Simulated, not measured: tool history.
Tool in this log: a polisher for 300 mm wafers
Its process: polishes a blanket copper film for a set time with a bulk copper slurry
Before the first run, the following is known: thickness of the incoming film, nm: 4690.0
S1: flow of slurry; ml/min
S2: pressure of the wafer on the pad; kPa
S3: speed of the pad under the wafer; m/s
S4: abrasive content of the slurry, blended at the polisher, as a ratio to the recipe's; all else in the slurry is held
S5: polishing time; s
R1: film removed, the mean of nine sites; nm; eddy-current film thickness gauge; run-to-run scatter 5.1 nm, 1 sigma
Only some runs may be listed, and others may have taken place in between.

{"run": 1, "hour": 0.0, "S1": 120, "S2": 12.4, "S3": 1.04, "S4": 1, "S5": 45, "R1": 291.13}
{"run": 2, "hour": 1.9, "S1": 120, "S2": 12.4, "S3": 1.04, "S4": 1, "S5": 41, "R1": 266.56}
{"run": 3, "hour": 6.4, "S1": 120, "S2": 13.1, "S3": 1.04, "S4": 1, "S5": 41, "R1": 281.74}
{"run": 4, "hour": 8.1, "S1": 120, "S2": 13.1, "S3": 0.86, "S4": 1, "S5": 41, "R1": 241.18}
{"run": 5, "hour": 8.7, "S1": 120, "S2": 13.1, "S3": 0.66, "S4": 1, "S5": 41, "R1": 194.93}
{"run": 6, "hour": 10.2, "S1": 120, "S2": 13.1, "S3": 0.66, "S4": 1, "S5": 45, "R1": 217.54}

Predict the results of run 7:
{"run": 7, "hour": 14.5, "S1": 120, "S2": 13.8, "S3": 0.66, "S4": 1, "S5": 45, "R1": "?"}

R1: 227.58 nm
